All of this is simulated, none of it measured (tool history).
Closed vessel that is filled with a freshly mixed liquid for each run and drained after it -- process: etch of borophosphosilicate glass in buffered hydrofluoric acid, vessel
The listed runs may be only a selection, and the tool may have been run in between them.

run,hour,temperature setpoint of the liquid (C),parts of 40 % ammonium fluoride to one part of 49 % hydrofluoric acid (parts by volume),time in the liquid (s),thickness taken off the borophosphosilicate glass on a monitor wafer (angstrom)
1,0.0,23.0,12.5,30,803.65
2,7.8,23.0,12.5,30,801.85
3,11.0,23.0,12.5,30,805.30
4,15.9,21.0,12.5,30,705.08
5,24.1,18.5,12.5,30,614.31
# hour 31.4: hydrofluoric acid flow meter replaced
6,31.4,18.5,9.0,30,771.52

For run 7, what comes out?
7,34.7,18.5,9.5,30,?

thickness taken off the borophosphosilicate glass on a monitor wafer (angstrom): 763.25
